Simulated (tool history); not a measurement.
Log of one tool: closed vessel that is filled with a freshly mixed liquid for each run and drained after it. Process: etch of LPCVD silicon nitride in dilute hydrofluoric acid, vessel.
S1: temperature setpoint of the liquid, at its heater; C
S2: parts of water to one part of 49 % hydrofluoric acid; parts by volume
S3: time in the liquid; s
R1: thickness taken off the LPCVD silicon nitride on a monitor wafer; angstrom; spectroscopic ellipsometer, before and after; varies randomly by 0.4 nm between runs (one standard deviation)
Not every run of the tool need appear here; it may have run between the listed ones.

| run | hour | S1 | S2 | S3 | R1 |
|---|---|---|---|---|---|
| 1 | 0 | 22 | 100 | 3190 | 177.5 |
| 2 | 3.1 | 22 | 100 | 3190 | 176.77 |
| 3 | 9.2 | 22 | 100 | 3395 | 191.09 |
| 4 | 15.6 | 23.5 | 90 | 3395 | 230.84 |
| 5 | 21.6 | 23.5 | 120 | 3395 | 175.36 |
| 6 | 24.6 | 25 | 105 | 3395 | 219.2 |
| 7 | 31.7 | 26 | 90 | 3395 | 276.93 |
| 8 | 33.9 | 27 | 80 | 3395 | 327.81 |
| 9 | 41.1 | 30 | 45 | 3395 | 704.28 |
| 10 | 49.2 | 30 | 45 | 3395 | 689.7 |
| 11 | 53 | 29.5 | 45 | 3395 | 676.82 |
| 12 | 54.8 | 29 | 45 | 3395 | 657.17 |

Run 13 has not been measured yet. What should we expect?
| 13 | 62.2 | 28.5 | 45 | 3395 | ? |

Run 13 gave R1 628.41 angstrom.
